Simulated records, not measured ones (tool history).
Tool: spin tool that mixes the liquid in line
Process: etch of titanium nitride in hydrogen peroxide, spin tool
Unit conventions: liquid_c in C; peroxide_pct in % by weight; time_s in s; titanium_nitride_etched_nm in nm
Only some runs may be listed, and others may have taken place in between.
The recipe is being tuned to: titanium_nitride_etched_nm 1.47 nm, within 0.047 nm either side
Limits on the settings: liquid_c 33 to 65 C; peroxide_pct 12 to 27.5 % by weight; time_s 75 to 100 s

run 1 hour=0 | liquid_c=49 peroxide_pct=18.5 time_s=100 | titanium_nitride_etched_nm=2.1818
run 2 hour=7.2 | liquid_c=49 peroxide_pct=16.5 time_s=100 | titanium_nitride_etched_nm=2.1064
run 3 hour=8.3 | liquid_c=49 peroxide_pct=16.5 time_s=100 | titanium_nitride_etched_nm=2.1404
run 4 hour=15.1 | liquid_c=49 peroxide_pct=13 time_s=100 | titanium_nitride_etched_nm=1.9965
run 5 hour=22.9 | liquid_c=48.5 peroxide_pct=13 time_s=100 | titanium_nitride_etched_nm=1.8974
run 6 hour=25.6 | liquid_c=48 peroxide_pct=13 time_s=100 | titanium_nitride_etched_nm=1.8233
run 7 hour=29.6 | liquid_c=47.5 peroxide_pct=13 time_s=100 | titanium_nitride_etched_nm=1.7758
run 8 hour=33 | liquid_c=47 peroxide_pct=13 time_s=100 | titanium_nitride_etched_nm=1.7269
run 9 hour=34.4 | liquid_c=46.5 peroxide_pct=13 time_s=100 | titanium_nitride_etched_nm=1.635
run 10 hour=36.4 | liquid_c=45.5 peroxide_pct=13 time_s=100 | titanium_nitride_etched_nm=1.5438

Below are 5 possible settings for the next run. Only one of them brings all results inside the allowed miss of their targets. Which is it?
run A hour=38.4 | liquid_c=48.5 peroxide_pct=14 time_s=85 | titanium_nitride_etched_nm=?
run B hour=38.4 | liquid_c=48 peroxide_pct=12 time_s=90 | titanium_nitride_etched_nm=?
run C hour=38.4 | liquid_c=44.5 peroxide_pct=18 time_s=95 | titanium_nitride_etched_nm=?
run D hour=38.4 | liquid_c=45.5 peroxide_pct=14 time_s=100 | titanium_nitride_etched_nm=?
run E hour=38.4 | liquid_c=45.5 peroxide_pct=15.5 time_s=100 | titanium_nitride_etched_nm=?

move=A titanium_nitride_etched_nm=1.6666
move=B titanium_nitride_etched_nm=1.6475
move=C titanium_nitride_etched_nm=1.462
move=D titanium_nitride_etched_nm=1.5723
move=E titanium_nitride_etched_nm=1.6063
A: the biggest miss grows against the last run
B: the biggest miss grows against the last run
C: all results in spec
D: the biggest miss grows against the last run
E: the biggest miss grows against the last run
The right move is C.
